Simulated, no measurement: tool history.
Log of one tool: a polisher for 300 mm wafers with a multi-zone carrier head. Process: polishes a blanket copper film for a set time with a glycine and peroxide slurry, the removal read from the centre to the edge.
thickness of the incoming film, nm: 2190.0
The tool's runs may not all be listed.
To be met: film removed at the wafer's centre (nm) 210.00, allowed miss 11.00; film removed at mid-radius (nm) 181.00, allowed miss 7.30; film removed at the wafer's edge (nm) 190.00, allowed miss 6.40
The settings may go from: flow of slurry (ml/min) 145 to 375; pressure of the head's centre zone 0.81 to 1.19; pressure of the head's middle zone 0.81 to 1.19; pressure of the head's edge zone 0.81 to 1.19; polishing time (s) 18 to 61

run  hour  flow of slurry (ml/min)  pressure of the head's centre zone  pressure of the head's middle zone  pressure of the head's edge zone  polishing time (s)  film removed at the wafer's centre (nm)  film removed at mid-radius (nm)  film removed at the wafer's edge (nm)
  1   0.0                      240                                1.00                                1.00                              1.00                  39                                   148.86                           148.17                                 148.50
  2   8.7                      240                                1.00                                1.00                              0.92                  39                                   150.86                           151.91                                 142.11
  3  12.4                      240                                1.00                                1.00                              0.92                  34                                   132.32                           130.83                                 125.68
  4  17.0                      240                                1.07                                1.00                              0.92                  34                                   135.40                           129.28                                 128.55
  5  25.6                      240                                1.07                                1.05                              0.92                  34                                   135.98                           136.45                                 129.03
  6  30.2                      260                                1.11                                1.03                              0.94                  38                                   160.23                           151.40                                 145.54
  7  35.6                      275                                1.14                                1.03                              0.99                  40                                   179.10                           162.46                                 153.03
  8  43.8                      240                                1.13                                1.01                              1.01                  43                                   183.63                           170.12                                 165.56
  9  45.2                      235                                1.14                                0.99                              1.04                  45                                   197.83                           173.68                                 172.30
 10  48.9                      235                                1.13                                0.98                              1.08                  46                                   194.31                           171.54                                 180.71
 11  50.1                      245                                1.14                                0.99                              1.09                  46                                   198.67                           175.82                                 182.05

5 next moves are on the table. One of them brings every result within its allowed miss. Which?
  A  51.3                      185                                1.06                                0.91                              0.87                  48                                        ?                                ?                                      ?
  B  51.3                      255                                1.13                                1.02                              1.13                  43                                        ?                                ?                                      ?
  C  51.3                      205                                1.13                                0.99                              0.93                  45                                        ?                                ?                                      ?
  D  51.3                      245                                1.11                                1.00                              1.13                  42                                        ?                                ?                                      ?
  E  51.3                      200                                1.16                                1.00                              1.11                  49                                        ?                                ?                                      ?

move  film removed at the wafer's centre (nm)  film removed at mid-radius (nm)  film removed at the wafer's edge (nm)
   A                                   184.63                           164.01                                 169.74
   B                                   189.63                           167.78                                 172.20
   C                                   189.56                           165.51                                 164.74
   D                                   180.54                           160.81                                 167.39
   E                                   210.68                           180.33                                 188.65
A: further off than the last run
B: further off than the last run
C: further off than the last run
D: further off than the last run
E: meets every target
Move E is the one to make.
